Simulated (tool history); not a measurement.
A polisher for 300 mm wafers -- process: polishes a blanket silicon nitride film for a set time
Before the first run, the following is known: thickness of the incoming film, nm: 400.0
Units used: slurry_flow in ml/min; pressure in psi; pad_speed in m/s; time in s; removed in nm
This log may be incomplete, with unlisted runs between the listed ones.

Run 1, hour 0: slurry_flow 240 ml/min, pressure 2.5 psi, pad_speed 0.94 m/s, time 74 s. Result: removed 83.437 nm.
Run 2, hour 3.8: slurry_flow 240 ml/min, pressure 2.5 psi, pad_speed 0.74 m/s, time 74 s. Result: removed 69.571 nm.
Run 3, hour 9.8: slurry_flow 280 ml/min, pressure 2.5 psi, pad_speed 0.74 m/s, time 74 s. Result: removed 70.659 nm.
Run 4, hour 12.6: slurry_flow 280 ml/min, pressure 2.6 psi, pad_speed 0.74 m/s, time 74 s. Result: removed 71.885 nm.
Run 5, hour 17.7: slurry_flow 280 ml/min, pressure 2.7 psi, pad_speed 0.74 m/s, time 74 s. Result: removed 75.045 nm.
At hour 24.2: worn pad replaced by a new one.
Run 6, hour 24.2: slurry_flow 305 ml/min, pressure 2.7 psi, pad_speed 0.74 m/s, time 74 s. Result: removed 86.009 nm.

What will run 7 give?
Run 7, hour 25.7: slurry_flow 300 ml/min, pressure 2.7 psi, pad_speed 0.74 m/s, time 74 s. Result: removed ?.

removed: 85.538 nm
